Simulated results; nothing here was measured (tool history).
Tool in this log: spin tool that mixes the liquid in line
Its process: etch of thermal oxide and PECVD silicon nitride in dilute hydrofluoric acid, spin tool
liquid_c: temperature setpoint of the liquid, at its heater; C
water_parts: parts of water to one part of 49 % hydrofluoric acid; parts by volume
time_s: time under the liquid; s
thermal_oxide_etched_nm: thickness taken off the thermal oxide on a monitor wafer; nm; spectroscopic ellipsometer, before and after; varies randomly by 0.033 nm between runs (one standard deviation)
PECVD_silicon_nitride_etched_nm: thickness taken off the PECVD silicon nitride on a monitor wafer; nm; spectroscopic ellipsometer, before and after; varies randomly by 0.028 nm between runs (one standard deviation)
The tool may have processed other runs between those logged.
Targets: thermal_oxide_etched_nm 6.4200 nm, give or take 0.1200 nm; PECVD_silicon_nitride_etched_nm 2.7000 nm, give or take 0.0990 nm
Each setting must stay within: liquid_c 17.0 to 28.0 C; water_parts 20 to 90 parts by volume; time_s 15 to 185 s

run,hour,liquid_c,water_parts,time_s,thermal_oxide_etched_nm,PECVD_silicon_nitride_etched_nm
1,0.0,20.0,50,95,7.4252,2.6909
2,3.3,21.0,55,95,6.9609,2.5341
3,9.6,21.0,55,120,8.6818,3.2865
4,14.5,21.0,55,105,7.6672,2.9112
5,17.6,21.5,60,105,7.1417,2.6498
6,22.1,22.0,65,105,6.6871,2.6092
7,30.9,22.5,65,105,6.8671,2.6937
8,35.0,23.0,65,105,6.9887,2.7777
9,40.0,23.5,70,110,6.8721,2.7832
10,41.7,24.5,75,110,6.6321,2.7586
11,43.5,24.5,80,110,6.2317,2.6433

Below are 4 possible settings for the next run. Only one of them brings all results inside the allowed miss of their targets. Which is it?
A,45.3,25.0,80,105,?,?
B,45.3,26.0,90,115,?,?
C,45.3,24.0,85,125,?,?
D,45.3,22.0,75,115,?,?

move,thermal_oxide_etched_nm,PECVD_silicon_nitride_etched_nm
A,5.9805,2.5514
B,5.9787,2.6554
C,6.3973,2.6778
D,6.2272,2.4366
A: misses by more than the last run did
B: misses by more than the last run did
C: every result lands within tolerance
D: misses by more than the last run did
Answer: C
